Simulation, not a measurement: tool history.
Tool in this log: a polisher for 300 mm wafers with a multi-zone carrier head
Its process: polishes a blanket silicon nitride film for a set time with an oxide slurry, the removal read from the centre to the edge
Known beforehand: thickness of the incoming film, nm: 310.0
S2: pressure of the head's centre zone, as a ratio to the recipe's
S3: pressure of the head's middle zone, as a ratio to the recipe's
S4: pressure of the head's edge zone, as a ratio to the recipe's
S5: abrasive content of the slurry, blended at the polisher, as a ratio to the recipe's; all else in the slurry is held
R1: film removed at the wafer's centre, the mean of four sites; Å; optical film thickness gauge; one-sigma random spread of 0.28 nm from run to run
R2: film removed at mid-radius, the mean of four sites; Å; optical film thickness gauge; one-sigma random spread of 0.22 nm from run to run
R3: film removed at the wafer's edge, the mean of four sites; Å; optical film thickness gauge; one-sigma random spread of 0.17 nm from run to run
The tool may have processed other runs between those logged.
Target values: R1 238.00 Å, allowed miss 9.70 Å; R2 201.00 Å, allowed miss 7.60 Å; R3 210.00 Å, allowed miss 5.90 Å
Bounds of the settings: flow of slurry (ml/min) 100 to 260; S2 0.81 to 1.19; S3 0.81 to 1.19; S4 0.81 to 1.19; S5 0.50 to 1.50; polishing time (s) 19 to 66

{"run": 1, "hour": 0.0, "flow of slurry (ml/min)": 165, "S2": 1.0, "S3": 1.0, "S4": 1.0, "S5": 1.0, "polishing time (s)": 42, "R1": 232.52, "R2": 238.93, "R3": 230.48}
{"run": 2, "hour": 1.5, "flow of slurry (ml/min)": 165, "S2": 1.0, "S3": 1.0, "S4": 1.0, "S5": 1.2, "polishing time (s)": 42, "R1": 246.26, "R2": 252.76, "R3": 242.32}
{"run": 3, "hour": 2.7, "flow of slurry (ml/min)": 160, "S2": 1.01, "S3": 0.98, "S4": 0.98, "S5": 1.2, "polishing time (s)": 42, "R1": 247.25, "R2": 250.01, "R3": 239.91}
{"run": 4, "hour": 6.4, "flow of slurry (ml/min)": 160, "S2": 1.01, "S3": 0.92, "S4": 0.98, "S5": 1.2, "polishing time (s)": 42, "R1": 247.72, "R2": 236.0, "R3": 235.47}
{"run": 5, "hour": 8.3, "flow of slurry (ml/min)": 160, "S2": 1.01, "S3": 0.92, "S4": 1.06, "S5": 1.2, "polishing time (s)": 42, "R1": 251.33, "R2": 232.4, "R3": 246.72}
{"run": 6, "hour": 9.7, "flow of slurry (ml/min)": 160, "S2": 1.01, "S3": 0.92, "S4": 1.06, "S5": 1.0, "polishing time (s)": 42, "R1": 233.46, "R2": 224.67, "R3": 236.92}
{"run": 7, "hour": 12.4, "flow of slurry (ml/min)": 155, "S2": 1.02, "S3": 0.91, "S4": 1.04, "S5": 1.0, "polishing time (s)": 42, "R1": 234.12, "R2": 220.46, "R3": 233.65}
{"run": 8, "hour": 19.8, "flow of slurry (ml/min)": 155, "S2": 1.03, "S3": 0.9, "S4": 1.02, "S5": 1.0, "polishing time (s)": 42, "R1": 236.3, "R2": 218.25, "R3": 231.14}

Below are 4 possible settings for the next run. Only one of them brings all results inside the allowed miss of their targets. Which is it?
{"run": "A", "hour": 27.2, "flow of slurry (ml/min)": 195, "S2": 1.02, "S3": 1.06, "S4": 0.82, "S5": 1.1, "polishing time (s)": 41, "R1": "?", "R2": "?", "R3": "?"}
{"run": "B", "hour": 27.2, "flow of slurry (ml/min)": 165, "S2": 1.02, "S3": 0.88, "S4": 1.02, "S5": 0.75, "polishing time (s)": 42, "R1": "?", "R2": "?", "R3": "?"}
{"run": "C", "hour": 27.2, "flow of slurry (ml/min)": 235, "S2": 1.1, "S3": 0.95, "S4": 1.0, "S5": 0.9, "polishing time (s)": 39, "R1": "?", "R2": "?", "R3": "?"}
{"run": "D", "hour": 27.2, "flow of slurry (ml/min)": 210, "S2": 1.1, "S3": 0.89, "S4": 0.99, "S5": 0.9, "polishing time (s)": 39, "R1": "?", "R2": "?", "R3": "?"}

move=A R1=246.12 R2=253.12 R3=213.75
move=B R1=222.29 R2=197.15 R3=214.98
move=C R1=244.36 R2=212.46 R3=213.52
move=D R1=241.07 R2=199.21 R3=210.84
A: the furthest-off result lands on target, but another misses its tolerance
B: the furthest-off result lands on target, but another misses its tolerance
C: the furthest-off result lands on target, but another misses its tolerance
D: in spec on every target
The right move is D.

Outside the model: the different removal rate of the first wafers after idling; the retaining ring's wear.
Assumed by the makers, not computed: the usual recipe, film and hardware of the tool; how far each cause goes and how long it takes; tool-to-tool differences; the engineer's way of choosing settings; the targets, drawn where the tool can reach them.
